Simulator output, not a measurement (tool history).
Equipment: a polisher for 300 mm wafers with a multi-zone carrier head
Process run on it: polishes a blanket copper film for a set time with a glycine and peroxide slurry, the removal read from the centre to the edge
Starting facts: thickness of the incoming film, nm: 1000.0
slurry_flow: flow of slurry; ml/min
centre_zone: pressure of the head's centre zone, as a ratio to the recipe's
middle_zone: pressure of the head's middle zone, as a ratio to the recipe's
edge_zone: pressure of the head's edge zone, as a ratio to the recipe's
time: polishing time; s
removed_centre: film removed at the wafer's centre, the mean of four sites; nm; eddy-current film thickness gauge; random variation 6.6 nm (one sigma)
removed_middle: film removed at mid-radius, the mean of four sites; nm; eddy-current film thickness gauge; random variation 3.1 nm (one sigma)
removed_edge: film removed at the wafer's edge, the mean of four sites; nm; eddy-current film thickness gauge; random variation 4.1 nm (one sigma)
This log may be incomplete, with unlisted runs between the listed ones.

run 1 hour=0 | slurry_flow=265 centre_zone=1 middle_zone=1 edge_zone=1 time=51 | removed_centre=320.36 removed_middle=330.25 removed_edge=315.2
run 2 hour=4.3 | slurry_flow=265 centre_zone=1 middle_zone=1 edge_zone=1.08 time=51 | removed_centre=319.72 removed_middle=324.02 removed_edge=330.21
run 3 hour=11 | slurry_flow=270 centre_zone=1.02 middle_zone=1 edge_zone=1.09 time=52 | removed_centre=339.41 removed_middle=330.5 removed_edge=332.32
run 4 hour=12.1 | slurry_flow=270 centre_zone=1.02 middle_zone=1.06 edge_zone=1.09 time=52 | removed_centre=344.46 removed_middle=351.38 removed_edge=340.57
run 5 hour=20.6 | slurry_flow=270 centre_zone=1.02 middle_zone=1.06 edge_zone=1.09 time=42 | removed_centre=266.02 removed_middle=285.01 removed_edge=269.55
run 6 hour=28.5 | slurry_flow=270 centre_zone=1.02 middle_zone=1.06 edge_zone=1.16 time=42 | removed_centre=276.88 removed_middle=283.56 removed_edge=276.03
run 7 hour=36 | slurry_flow=270 centre_zone=1.03 middle_zone=1.05 edge_zone=1.16 time=44 | removed_centre=284.99 removed_middle=295.48 removed_edge=292.38
run 8 hour=44.2 | slurry_flow=270 centre_zone=1.05 middle_zone=1.04 edge_zone=1.16 time=46 | removed_centre=307.75 removed_middle=308.26 removed_edge=307.32
run 9 hour=47.5 | slurry_flow=270 centre_zone=1.06 middle_zone=1.03 edge_zone=1.16 time=47 | removed_centre=322.44 removed_middle=307.56 removed_edge=311
run 10 hour=53.8 | slurry_flow=270 centre_zone=1.06 middle_zone=1.02 edge_zone=1.16 time=49 | removed_centre=321.11 removed_middle=319.66 removed_edge=326.9
run 11 hour=62.7 | slurry_flow=280 centre_zone=1.08 middle_zone=1 edge_zone=1.15 time=50 | removed_centre=343.58 removed_middle=325.26 removed_edge=337.78
run 12 hour=69.5 | slurry_flow=285 centre_zone=1.09 middle_zone=1 edge_zone=1.15 time=51 | removed_centre=351.38 removed_middle=326.69 removed_edge=336.22
run 13 hour=74.3 | slurry_flow=285 centre_zone=1.1 middle_zone=1 edge_zone=1.15 time=52 | removed_centre=364.86 removed_middle=333.61 removed_edge=343.94
run 14 hour=78.7 | slurry_flow=285 centre_zone=1.1 middle_zone=1 edge_zone=1.15 time=53 | removed_centre=365.89 removed_middle=342.6 removed_edge=343.24

Forecast run 15:
run 15 hour=82.3 | slurry_flow=285 centre_zone=1.11 middle_zone=0.99 edge_zone=1.15 time=54 | removed_centre=? removed_middle=? removed_edge=?

Run 15 produced removed_centre 373.72 nm, removed_middle 345.43 nm, removed_edge 352.49 nm.

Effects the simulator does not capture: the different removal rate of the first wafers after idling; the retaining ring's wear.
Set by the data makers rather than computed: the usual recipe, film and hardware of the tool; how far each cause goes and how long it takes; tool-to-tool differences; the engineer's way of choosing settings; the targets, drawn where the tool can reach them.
